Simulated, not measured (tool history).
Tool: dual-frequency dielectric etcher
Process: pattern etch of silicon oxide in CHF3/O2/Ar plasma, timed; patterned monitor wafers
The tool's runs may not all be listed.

run  hour  source power (W)  bias power (W)  etch time (s)  mean etch depth across the wafer (Å)
  1   0.0               470             191          478.0                                8561.6
  2   7.3               410             191          478.0                                8102.7
  3  10.3               410             191          478.0                                8076.8
  4  18.1               380             189          478.0                                7770.3
  5  26.6               380             189          498.5                                8141.6
  6  28.8               450             189          498.5                                8758.6
  7  35.7               410             184          498.0                                8352.9
  8  39.1               380             181          497.5                                8045.4

Run 9 comes next. What will it give?
  9  40.4               360             179          497.5                                     ?

mean etch depth across the wafer (Å): 7814.3

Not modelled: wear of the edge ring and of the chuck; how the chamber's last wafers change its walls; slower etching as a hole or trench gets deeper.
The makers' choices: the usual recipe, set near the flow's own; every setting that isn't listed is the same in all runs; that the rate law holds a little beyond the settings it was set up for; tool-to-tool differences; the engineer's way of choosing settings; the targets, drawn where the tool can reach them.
